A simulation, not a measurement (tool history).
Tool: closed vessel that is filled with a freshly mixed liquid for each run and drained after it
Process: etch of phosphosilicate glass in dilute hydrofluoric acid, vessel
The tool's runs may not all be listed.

run	hour	temperature setpoint of the liquid (K)	parts of water to one part of 49 % hydrofluoric acid (parts by volume)	time in the liquid (s)	thickness taken off the phosphosilicate glass on a monitor wafer (nm)
1	0.0	296.15	225	315	89.72
2	2.9	296.15	180	315	118.82
3	9.0	297.15	180	315	124.64
4	17.4	294.65	180	315	112.47
5	26.3	295.65	180	315	116.09
6	33.0	296.65	180	315	121.57
7	39.3	296.65	180	315	121.13

Predict the results of run 8:
8	48.1	297.65	180	315	?

{"run 8": {"thickness taken off the phosphosilicate glass on a monitor wafer (nm)": 125.53}}
